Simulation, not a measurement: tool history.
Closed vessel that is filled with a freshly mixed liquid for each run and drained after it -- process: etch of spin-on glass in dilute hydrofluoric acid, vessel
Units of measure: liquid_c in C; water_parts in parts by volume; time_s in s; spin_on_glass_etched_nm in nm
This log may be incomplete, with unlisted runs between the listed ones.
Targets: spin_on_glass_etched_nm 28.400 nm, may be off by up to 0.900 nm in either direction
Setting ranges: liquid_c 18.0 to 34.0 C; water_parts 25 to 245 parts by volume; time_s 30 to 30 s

run    day  liquid_c  water_parts  time_s  spin_on_glass_etched_nm
  1  0.000      26.0          135      30                   11.363
  2  0.329      26.0          135      30                   11.326
  3  0.417      29.0          135      30                   12.589
  4  0.662      29.5          125      30                   14.101
  5  0.962      26.0          125      30                   12.336
  6  1.096      26.0          150      30                   10.039
  7  1.388      26.0          150      30                   10.018
  8  1.562      27.0          135      30                   11.851
  9  1.888      28.0          125      30                   13.515
 10  1.925      29.0          115      30                   15.440
 11  2.133      29.5          110      30                   16.265
 12  2.388      30.0          105      30                   17.462
 13  2.458      30.5          100      30                   19.284
 14  2.567      31.0           95      30                   20.183
 15  2.712      31.5           90      30                   22.479
 16  3.054      31.5           90      30                   22.504
 17  3.296      32.0           90      30                   22.779
 18  3.596      32.5           90      30                   23.368
 19  3.779      33.5           80      30                   27.323
 20  3.929      33.5           80      30                   27.111
 21  4.096      34.0           75      30                   30.026
 22  4.425      33.5           75      30                   29.842

Which of these 5 next moves meets every target?
  A  4.754      34.0           75      30                        ?
  B  4.754      30.5           70      30                        ?
  C  4.754      31.0           65      30                        ?
  D  4.754      33.0           80      30                        ?
  E  4.754      34.0           85      30                        ?

move  spin_on_glass_etched_nm
   A                   30.391
   B                   28.761
   C                   31.815
   D                   27.236
   E                   26.389
A: moves away from the targets compared with the last run
B: in spec on every target
C: moves away from the targets compared with the last run
D: carries the result that was furthest off beyond its target, to the other side
E: carries the result that was furthest off beyond its target, to the other side
Move B is the one to make.

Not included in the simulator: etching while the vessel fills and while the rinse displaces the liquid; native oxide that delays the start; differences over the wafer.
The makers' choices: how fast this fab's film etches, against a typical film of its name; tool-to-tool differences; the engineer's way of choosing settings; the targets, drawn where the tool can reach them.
